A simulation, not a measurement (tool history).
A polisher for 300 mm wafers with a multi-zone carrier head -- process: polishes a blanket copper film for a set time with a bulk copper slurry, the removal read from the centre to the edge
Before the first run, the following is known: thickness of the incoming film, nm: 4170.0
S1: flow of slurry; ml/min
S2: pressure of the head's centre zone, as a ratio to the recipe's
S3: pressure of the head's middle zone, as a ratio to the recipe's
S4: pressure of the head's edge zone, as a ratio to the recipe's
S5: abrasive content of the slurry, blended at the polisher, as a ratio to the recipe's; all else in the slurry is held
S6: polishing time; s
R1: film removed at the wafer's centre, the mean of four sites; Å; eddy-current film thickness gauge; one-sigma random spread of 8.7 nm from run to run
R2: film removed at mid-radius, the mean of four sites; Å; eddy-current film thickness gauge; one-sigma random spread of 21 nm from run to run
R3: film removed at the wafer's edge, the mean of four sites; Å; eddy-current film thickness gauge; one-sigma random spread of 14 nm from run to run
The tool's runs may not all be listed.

Run 1, hour 0.0: S1 200 ml/min, S2 1.00, S3 1.00, S4 1.00, S5 1.00, S6 88 s. Result: R1 9071.6 Å, R2 8979.1 Å, R3 9022.4 Å.
Run 2, hour 5.5: S1 205 ml/min, S2 1.00, S3 1.03, S4 1.00, S5 1.10, S6 91 s. Result: R1 9498.9 Å, R2 9603.9 Å, R3 9488.0 Å.
Run 3, hour 10.9: S1 165 ml/min, S2 1.00, S3 1.03, S4 1.00, S5 1.10, S6 91 s. Result: R1 9268.7 Å, R2 9517.5 Å, R3 9171.9 Å.
Run 4, hour 17.4: S1 165 ml/min, S2 1.00, S3 1.03, S4 0.93, S5 1.10, S6 91 s. Result: R1 9321.5 Å, R2 9557.1 Å, R3 8744.4 Å.
Run 5, hour 23.6: S1 165 ml/min, S2 1.00, S3 1.06, S4 0.94, S5 1.15, S6 95 s. Result: R1 9776.9 Å, R2 9805.0 Å, R3 9258.8 Å.
Run 6, hour 30.6: S1 155 ml/min, S2 0.97, S3 1.08, S4 0.92, S5 1.15, S6 102 s. Result: R1 9966.9 Å, R2 10977.0 Å, R3 9692.0 Å.
Run 7, hour 38.8: S1 155 ml/min, S2 0.97, S3 1.10, S4 0.92, S5 1.20, S6 105 s. Result: R1 10457.0 Å, R2 11386.0 Å, R3 10100.0 Å.
Run 8, hour 39.7: S1 160 ml/min, S2 0.96, S3 1.11, S4 0.92, S5 1.25, S6 108 s. Result: R1 10808.0 Å, R2 11861.0 Å, R3 10679.0 Å.

Forecast run 9:
Run 9, hour 48.1: S1 160 ml/min, S2 0.95, S3 1.12, S4 0.91, S5 1.25, S6 111 s. Result: R1 ?, R2 ?, R3 ?.

{"run 9": {"R1": 11033.0, "R2": 12493.0, "R3": 10808.0}}
